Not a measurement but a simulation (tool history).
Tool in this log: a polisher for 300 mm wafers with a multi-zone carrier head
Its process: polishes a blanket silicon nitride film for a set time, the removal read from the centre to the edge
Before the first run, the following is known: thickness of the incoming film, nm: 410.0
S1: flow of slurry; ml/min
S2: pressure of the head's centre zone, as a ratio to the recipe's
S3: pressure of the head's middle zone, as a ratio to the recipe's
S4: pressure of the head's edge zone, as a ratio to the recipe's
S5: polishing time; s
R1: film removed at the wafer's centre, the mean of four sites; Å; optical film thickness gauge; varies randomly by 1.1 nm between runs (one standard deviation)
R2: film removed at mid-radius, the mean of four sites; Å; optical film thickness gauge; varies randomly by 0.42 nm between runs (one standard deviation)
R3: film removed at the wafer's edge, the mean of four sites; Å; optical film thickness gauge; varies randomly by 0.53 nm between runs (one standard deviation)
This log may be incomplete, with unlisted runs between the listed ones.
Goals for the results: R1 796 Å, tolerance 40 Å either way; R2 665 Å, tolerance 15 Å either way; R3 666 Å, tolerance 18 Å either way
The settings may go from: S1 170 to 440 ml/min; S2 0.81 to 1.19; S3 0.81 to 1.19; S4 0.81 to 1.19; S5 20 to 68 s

run 1 day=0 | S1=280 S2=1 S3=1 S4=1 S5=44 | R1=1052.1 R2=1043 R3=1046.5
run 2 day=0.033 | S1=280 S2=1 S3=1 S4=1 S5=52 | R1=1241.9 R2=1225.3 R3=1205.2
run 3 day=0.271 | S1=275 S2=1.04 S3=0.98 S4=0.94 S5=43 | R1=1043.6 R2=1001 R3=979.56
run 4 day=0.362 | S1=270 S2=1.08 S3=0.95 S4=0.9 S5=38 | R1=930.7 R2=857.96 R3=845.25
run 5 day=0.662 | S1=200 S2=1.08 S3=0.95 S4=0.9 S5=38 | R1=923.02 R2=833.79 R3=825.05
run 6 day=0.979 | S1=195 S2=1.1 S3=0.93 S4=0.88 S5=36 | R1=858.81 R2=775.41 R3=781.89
run 7 day=1.317 | S1=200 S2=1.13 S3=0.92 S4=0.86 S5=34 | R1=832.47 R2=727.8 R3=727.22
-- day=1.371 slurry nozzle cleaned
run 8 day=1.371 | S1=200 S2=1.14 S3=0.91 S4=0.85 S5=33 | R1=845.94 R2=716.13 R3=716.91
run 9 day=1.696 | S1=200 S2=1.13 S3=0.89 S4=0.82 S5=30 | R1=775.8 R2=643.62 R3=644.99

5 candidate next runs follow, results not yet known. Just one meets every target within its allowed miss. Identify it.
run A day=2.021 | S1=260 S2=1.16 S3=0.87 S4=0.89 S5=29 | R1=? R2=? R3=?
run B day=2.021 | S1=210 S2=1.19 S3=0.82 S4=0.83 S5=31 | R1=? R2=? R3=?
run C day=2.021 | S1=180 S2=1.18 S3=0.87 S4=0.86 S5=29 | R1=? R2=? R3=?
run D day=2.021 | S1=215 S2=1.13 S3=0.89 S4=0.83 S5=31 | R1=? R2=? R3=?
run E day=2.021 | S1=235 S2=1.11 S3=0.97 S4=0.95 S5=28 | R1=? R2=? R3=?

move=A R1=792.65 R2=624.89 R3=658.22
move=B R1=846.69 R2=626.09 R3=674.09
move=C R1=777.03 R2=607.38 R3=634.42
move=D R1=819.13 R2=671.08 R3=674.39
move=E R1=736.91 R2=655.65 R3=650.43
A: moves away from the targets compared with the last run
B: moves away from the targets compared with the last run
C: moves away from the targets compared with the last run
D: each result inside its tolerance
E: brings the result that was furthest off to its target, and leaves another outside
D is the move that brings every result within its allowed miss.

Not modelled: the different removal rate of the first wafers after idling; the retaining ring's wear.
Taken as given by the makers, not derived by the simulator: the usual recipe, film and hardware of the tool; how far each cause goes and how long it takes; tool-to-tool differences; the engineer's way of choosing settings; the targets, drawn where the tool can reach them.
